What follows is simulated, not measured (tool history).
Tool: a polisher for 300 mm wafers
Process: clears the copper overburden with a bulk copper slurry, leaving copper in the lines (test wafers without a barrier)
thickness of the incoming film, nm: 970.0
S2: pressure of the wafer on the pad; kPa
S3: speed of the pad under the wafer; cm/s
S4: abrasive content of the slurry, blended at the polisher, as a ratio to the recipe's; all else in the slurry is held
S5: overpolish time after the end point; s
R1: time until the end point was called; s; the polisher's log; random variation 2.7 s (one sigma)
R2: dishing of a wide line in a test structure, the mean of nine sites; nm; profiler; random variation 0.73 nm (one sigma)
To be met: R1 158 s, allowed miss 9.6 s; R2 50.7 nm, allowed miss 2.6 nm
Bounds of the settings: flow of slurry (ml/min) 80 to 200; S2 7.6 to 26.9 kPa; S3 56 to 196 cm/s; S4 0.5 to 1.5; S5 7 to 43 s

run 1 hour=0 | flow_of_slurry_(ml/min)=130 S2=17.2 S3=126 S4=1 S5=22 | R1=77.187 R2=121.68
run 2 hour=6.8 | flow_of_slurry_(ml/min)=130 S2=15.9 S3=124 S4=1 S5=20 | R1=87.336 R2=108.39
run 3 hour=13.7 | flow_of_slurry_(ml/min)=130 S2=14.5 S3=124 S4=1 S5=18 | R1=95.549 R2=99.317
run 4 hour=19.4 | flow_of_slurry_(ml/min)=130 S2=13.8 S3=122 S4=1 S5=16 | R1=104.3 R2=84.291
run 5 hour=20.4 | flow_of_slurry_(ml/min)=130 S2=13.8 S3=122 S4=1.1 S5=16 | R1=100.76 R2=85.356
run 6 hour=23.6 | flow_of_slurry_(ml/min)=130 S2=13.1 S3=120 S4=1.1 S5=15 | R1=107.72 R2=79.198
run 7 hour=31.5 | flow_of_slurry_(ml/min)=130 S2=12.4 S3=118 S4=1.1 S5=14 | R1=116.51 R2=70.418
run 8 hour=35.4 | flow_of_slurry_(ml/min)=130 S2=11.7 S3=118 S4=1.1 S5=14 | R1=117.17 R2=68.178
run 9 hour=37.4 | flow_of_slurry_(ml/min)=130 S2=11 S3=116 S4=1.1 S5=14 | R1=129 R2=63.072
run 10 hour=44.6 | flow_of_slurry_(ml/min)=130 S2=10.3 S3=116 S4=1.1 S5=14 | R1=141.8 R2=59.501
run 11 hour=45.7 | flow_of_slurry_(ml/min)=130 S2=9.7 S3=116 S4=1.1 S5=13 | R1=146.71 R2=54.077

5 next moves are on the table. One of them brings every result within its allowed miss. Which?
run A hour=46.8 | flow_of_slurry_(ml/min)=130 S2=10.3 S3=114 S4=1.1 S5=14 | R1=? R2=?
run B hour=46.8 | flow_of_slurry_(ml/min)=140 S2=9 S3=130 S4=1.1 S5=12 | R1=? R2=?
run C hour=46.8 | flow_of_slurry_(ml/min)=140 S2=8.3 S3=104 S4=1.1 S5=16 | R1=? R2=?
run D hour=46.8 | flow_of_slurry_(ml/min)=120 S2=11.7 S3=94 S4=1.1 S5=15 | R1=? R2=?
run E hour=46.8 | flow_of_slurry_(ml/min)=110 S2=9 S3=120 S4=1.2 S5=13 | R1=? R2=?

move=A R1=142.09 R2=59.029
move=B R1=141.47 R2=51.807
move=C R1=189.31 R2=51.157
move=D R1=154.09 R2=59.414
move=E R1=157.29 R2=50.792
A: further off than the last run
B: brings the result that was furthest off to its target, and leaves another outside
C: brings the result that was furthest off to its target, and leaves another outside
D: further off than the last run
E: meets every target
The right move is E.

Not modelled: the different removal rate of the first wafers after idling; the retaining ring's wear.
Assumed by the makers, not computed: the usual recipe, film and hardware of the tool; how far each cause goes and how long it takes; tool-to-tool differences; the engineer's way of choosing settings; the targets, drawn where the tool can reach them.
